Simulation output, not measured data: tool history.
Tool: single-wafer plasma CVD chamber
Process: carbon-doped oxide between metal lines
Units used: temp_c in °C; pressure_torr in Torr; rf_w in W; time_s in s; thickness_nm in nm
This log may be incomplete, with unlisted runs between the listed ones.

{"run": 1, "day": 0.0, "temp_c": 335, "pressure_torr": 3.57, "rf_w": 495, "time_s": 12, "thickness_nm": 60.374}
{"run": 2, "day": 0.121, "temp_c": 335, "pressure_torr": 3.57, "rf_w": 540, "time_s": 12, "thickness_nm": 64.109}
{"run": 3, "day": 0.3, "temp_c": 335, "pressure_torr": 3.57, "rf_w": 470, "time_s": 12, "thickness_nm": 58.595}
{"run": 4, "day": 0.375, "temp_c": 337, "pressure_torr": 3.48, "rf_w": 445, "time_s": 11.9, "thickness_nm": 55.425}
{"run": 5, "day": 0.729, "temp_c": 337, "pressure_torr": 3.48, "rf_w": 445, "time_s": 11.4, "thickness_nm": 53.004}
{"run": 6, "day": 1.079, "temp_c": 339, "pressure_torr": 3.38, "rf_w": 440, "time_s": 11.4, "thickness_nm": 52.184}

Run 7 is up next; what results do you expect?
{"run": 7, "day": 1.212, "temp_c": 341, "pressure_torr": 3.3, "rf_w": 435, "time_s": 11.4, "thickness_nm": "?"}

{"run 7": {"thickness_nm": 51.241}}

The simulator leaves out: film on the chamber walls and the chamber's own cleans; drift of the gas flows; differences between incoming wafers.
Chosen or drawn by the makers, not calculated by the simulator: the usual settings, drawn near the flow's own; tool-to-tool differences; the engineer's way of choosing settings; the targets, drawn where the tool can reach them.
